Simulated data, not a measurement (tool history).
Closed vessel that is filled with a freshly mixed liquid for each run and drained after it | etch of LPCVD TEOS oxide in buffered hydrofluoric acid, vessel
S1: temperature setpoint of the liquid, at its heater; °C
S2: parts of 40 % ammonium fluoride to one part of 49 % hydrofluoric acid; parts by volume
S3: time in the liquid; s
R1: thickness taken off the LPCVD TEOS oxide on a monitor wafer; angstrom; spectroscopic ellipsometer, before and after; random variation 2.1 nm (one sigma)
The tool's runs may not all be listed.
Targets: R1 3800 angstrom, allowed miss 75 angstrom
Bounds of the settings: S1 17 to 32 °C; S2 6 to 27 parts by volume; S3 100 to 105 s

Run 1, hour 0: S1 24 °C, S2 16.5 parts by volume, S3 100 s. Result: R1 2096.6 angstrom.
Run 2, hour 2.2: S1 26 °C, S2 16 parts by volume, S3 100 s. Result: R1 2411.8 angstrom.
Run 3, hour 10.3: S1 27.5 °C, S2 15.5 parts by volume, S3 100 s. Result: R1 2659.8 angstrom.
Run 4, hour 18.3: S1 28.5 °C, S2 15 parts by volume, S3 100 s. Result: R1 2914.2 angstrom.
Run 5, hour 22.2: S1 29.5 °C, S2 14.5 parts by volume, S3 100 s. Result: R1 3190.9 angstrom.
Run 6, hour 24.8: S1 30 °C, S2 14.5 parts by volume, S3 100 s. Result: R1 3299 angstrom.
Run 7, hour 32.2: S1 30.5 °C, S2 14.5 parts by volume, S3 100 s. Result: R1 3371.1 angstrom.
Run 8, hour 37.5: S1 31 °C, S2 14.5 parts by volume, S3 100 s. Result: R1 3419.9 angstrom.
Run 9, hour 42.6: S1 31.5 °C, S2 14 parts by volume, S3 100 s. Result: R1 3631.6 angstrom.

Which of these 5 next moves meets every target?
Run A, hour 47.7: S1 28.5 °C, S2 12 parts by volume, S3 100 s. Result: R1 ?.
Run B, hour 47.7: S1 31 °C, S2 13 parts by volume, S3 105 s. Result: R1 ?.
Run C, hour 47.7: S1 32 °C, S2 13 parts by volume, S3 100 s. Result: R1 ?.
Run D, hour 47.7: S1 30 °C, S2 12.5 parts by volume, S3 105 s. Result: R1 ?.
Run E, hour 47.7: S1 31.5 °C, S2 13.5 parts by volume, S3 100 s. Result: R1 ?.

move      R1
   A  3658.2
   B  4051.4
   C  4064.5
   D  3994.9
   E  3816.9
A: nearer than the last run, and not there yet
B: takes the result that was furthest off past its target
C: takes the result that was furthest off past its target
D: takes the result that was furthest off past its target
E: meets every target
Answer: E
